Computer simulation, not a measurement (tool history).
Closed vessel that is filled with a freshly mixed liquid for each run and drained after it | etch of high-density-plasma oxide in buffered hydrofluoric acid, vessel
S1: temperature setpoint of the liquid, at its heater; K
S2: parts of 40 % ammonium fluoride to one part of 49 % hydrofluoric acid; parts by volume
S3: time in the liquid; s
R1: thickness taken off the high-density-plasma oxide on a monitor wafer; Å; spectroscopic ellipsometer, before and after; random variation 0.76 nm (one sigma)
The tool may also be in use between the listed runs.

| run | hour | S1 | S2 | S3 | R1 |
|---|---|---|---|---|---|
| 1 | 0 | 296.15 | 12 | 105 | 1377.8 |
| 2 | 1.4 | 296.15 | 8.5 | 105 | 1885.9 |
| 3 | 6.4 | 295.65 | 8.5 | 105 | 1826.8 |
| 4 | 13.1 | 295.65 | 5.5 | 105 | 2791.4 |
| 5 | 18.3 | 294.15 | 6 | 105 | 2353.9 |
| 6 | 24.1 | 292.65 | 6 | 105 | 2160.1 |
| 7 | 26 | 292.15 | 6 | 105 | 2119 |

The next listed run, before its measurement:
| 8 | 33.5 | 290.15 | 7 | 105 | ? |

{"run 8": {"R1": 1650.5}}

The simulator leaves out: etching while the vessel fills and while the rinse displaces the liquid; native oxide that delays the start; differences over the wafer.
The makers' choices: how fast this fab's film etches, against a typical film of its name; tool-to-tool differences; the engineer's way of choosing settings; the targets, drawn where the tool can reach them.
